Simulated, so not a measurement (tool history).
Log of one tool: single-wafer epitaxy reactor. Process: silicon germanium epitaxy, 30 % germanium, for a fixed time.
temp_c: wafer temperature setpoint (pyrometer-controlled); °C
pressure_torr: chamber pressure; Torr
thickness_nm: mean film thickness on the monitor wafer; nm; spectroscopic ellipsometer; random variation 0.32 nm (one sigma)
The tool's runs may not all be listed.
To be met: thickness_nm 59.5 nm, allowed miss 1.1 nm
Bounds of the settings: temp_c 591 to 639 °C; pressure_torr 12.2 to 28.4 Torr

run 1 hour=0 | temp_c=615 pressure_torr=20.3 | thickness_nm=84.594
run 2 hour=7 | temp_c=610 pressure_torr=20.2 | thickness_nm=75.806
run 3 hour=11.2 | temp_c=603 pressure_torr=20.2 | thickness_nm=66.055
run 4 hour=18.2 | temp_c=613 pressure_torr=20.2 | thickness_nm=80.785
run 5 hour=21.3 | temp_c=613 pressure_torr=16.6 | thickness_nm=74.905
run 6 hour=22.7 | temp_c=623 pressure_torr=16.6 | thickness_nm=91.277
run 7 hour=27.8 | temp_c=618 pressure_torr=16.5 | thickness_nm=82.956
run 8 hour=34 | temp_c=614 pressure_torr=16.4 | thickness_nm=76.053
run 9 hour=42.7 | temp_c=611 pressure_torr=16.4 | thickness_nm=71.35
run 10 hour=47.7 | temp_c=609 pressure_torr=16.4 | thickness_nm=69.212
run 11 hour=52 | temp_c=607 pressure_torr=16.4 | thickness_nm=65.918
run 12 hour=59 | temp_c=601 pressure_torr=16.3 | thickness_nm=57.991

4 next moves are on the table. One of them brings every result within its allowed miss. Which?
run A hour=66 | temp_c=600 pressure_torr=18.6 | thickness_nm=?
run B hour=66 | temp_c=600 pressure_torr=16.2 | thickness_nm=?
run C hour=66 | temp_c=596 pressure_torr=19.2 | thickness_nm=?
run D hour=66 | temp_c=602 pressure_torr=14.2 | thickness_nm=?

move=A thickness_nm=59.753
move=B thickness_nm=56.824
move=C thickness_nm=55.574
move=D thickness_nm=56.507
A: meets every target
B: further off than the last run
C: further off than the last run
D: further off than the last run
The right move is A.
